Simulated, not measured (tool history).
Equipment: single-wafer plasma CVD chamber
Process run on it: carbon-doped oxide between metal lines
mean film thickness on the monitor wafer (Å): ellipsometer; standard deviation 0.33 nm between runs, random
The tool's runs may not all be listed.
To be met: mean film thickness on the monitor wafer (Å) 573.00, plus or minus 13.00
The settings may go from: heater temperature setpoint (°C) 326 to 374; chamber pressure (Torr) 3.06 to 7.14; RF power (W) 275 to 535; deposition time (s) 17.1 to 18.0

| run | hour | heater temperature setpoint (°C) | chamber pressure (Torr) | RF power (W) | deposition time (s) | mean film thickness on the monitor wafer (Å) |
|---|---|---|---|---|---|---|
| 1 | 0.0 | 350 | 5.10 | 405 | 18.0 | 800.39 |
| 2 | 7.4 | 351 | 5.00 | 390 | 17.9 | 750.63 |
| 3 | 9.8 | 351 | 5.00 | 430 | 17.9 | 823.75 |
| 4 | 13.2 | 351 | 4.31 | 430 | 17.9 | 827.96 |
| 5 | 20.5 | 343 | 4.31 | 430 | 17.9 | 836.23 |
| 6 | 24.3 | 343 | 4.31 | 430 | 17.1 | 807.92 |
| 7 | 26.2 | 344 | 4.28 | 415 | 17.1 | 770.51 |
| 8 | 31.3 | 344 | 4.22 | 405 | 17.1 | 756.14 |
| 9 | 35.1 | 345 | 4.18 | 395 | 17.1 | 727.32 |
|  | 40.9 | RF generator calibrated |
| 10 | 40.9 | 357 | 3.16 | 330 | 17.1 | 590.35 |

Pick the move, out of 4, that brings all results within their allowed miss; only one does.
| A | 46.7 | 356 | 3.38 | 325 | 18.0 | ? |
| B | 46.7 | 357 | 3.09 | 330 | 18.0 | ? |
| C | 46.7 | 353 | 3.07 | 315 | 17.5 | ? |
| D | 46.7 | 344 | 4.49 | 310 | 17.9 | ? |

| move | mean film thickness on the monitor wafer (Å) |
|---|---|
| A | 618.16 |
| B | 622.22 |
| C | 580.75 |
| D | 623.61 |
A: lands further from the targets than the last run did
B: lands further from the targets than the last run did
C: every result within its allowed miss
D: lands further from the targets than the last run did
The right move is C.

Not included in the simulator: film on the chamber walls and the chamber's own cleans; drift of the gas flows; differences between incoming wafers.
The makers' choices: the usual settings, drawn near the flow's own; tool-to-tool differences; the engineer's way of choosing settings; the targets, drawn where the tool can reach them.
